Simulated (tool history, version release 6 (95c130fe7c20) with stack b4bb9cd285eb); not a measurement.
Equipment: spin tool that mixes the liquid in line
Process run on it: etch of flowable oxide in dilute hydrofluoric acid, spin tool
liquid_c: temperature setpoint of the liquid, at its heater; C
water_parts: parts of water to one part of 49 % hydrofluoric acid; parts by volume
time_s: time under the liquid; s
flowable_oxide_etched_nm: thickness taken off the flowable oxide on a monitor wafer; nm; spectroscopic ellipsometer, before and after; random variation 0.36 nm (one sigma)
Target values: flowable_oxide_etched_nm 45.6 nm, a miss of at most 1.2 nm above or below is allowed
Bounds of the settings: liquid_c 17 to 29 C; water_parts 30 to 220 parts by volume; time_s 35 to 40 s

Run 1, hour 0: liquid_c 21 C, water_parts 125 parts by volume, time_s 40 s. Result: flowable_oxide_etched_nm 18.74 nm.
Run 2, hour 7: liquid_c 23.5 C, water_parts 105 parts by volume, time_s 40 s. Result: flowable_oxide_etched_nm 24.924 nm.
Run 3, hour 12.1: liquid_c 25.5 C, water_parts 90 parts by volume, time_s 40 s. Result: flowable_oxide_etched_nm 32.252 nm.
Run 4, hour 16.3: liquid_c 24.5 C, water_parts 90 parts by volume, time_s 40 s. Result: flowable_oxide_etched_nm 30.673 nm.
At hour 18.4: thermometer replaced.
Run 5, hour 18.4: liquid_c 26 C, water_parts 85 parts by volume, time_s 40 s. Result: flowable_oxide_etched_nm 33.183 nm.
Run 6, hour 26: liquid_c 28 C, water_parts 85 parts by volume, time_s 40 s. Result: flowable_oxide_etched_nm 36.028 nm.
Run 7, hour 33.2: liquid_c 28.5 C, water_parts 80 parts by volume, time_s 40 s. Result: flowable_oxide_etched_nm 39.067 nm.
Run 8, hour 35: liquid_c 28.5 C, water_parts 75 parts by volume, time_s 40 s. Result: flowable_oxide_etched_nm 42.675 nm.

4 next moves are on the table. One of them brings every result within its allowed miss. Which?
Run A, hour 36.8: liquid_c 28 C, water_parts 65 parts by volume, time_s 40 s. Result: flowable_oxide_etched_nm ?.
Run B, hour 36.8: liquid_c 28.5 C, water_parts 65 parts by volume, time_s 40 s. Result: flowable_oxide_etched_nm ?.
Run C, hour 36.8: liquid_c 28.5 C, water_parts 70 parts by volume, time_s 40 s. Result: flowable_oxide_etched_nm ?.
Run D, hour 36.8: liquid_c 26 C, water_parts 60 parts by volume, time_s 40 s. Result: flowable_oxide_etched_nm ?.

move  flowable_oxide_etched_nm
   A                    48.999
   B                     49.97
   C                    46.068
   D                     49.37
A: carries the result that was furthest off beyond its target, to the other side
B: carries the result that was furthest off beyond its target, to the other side
C: all results in spec
D: carries the result that was furthest off beyond its target, to the other side
Correct choice: C, which meets every target
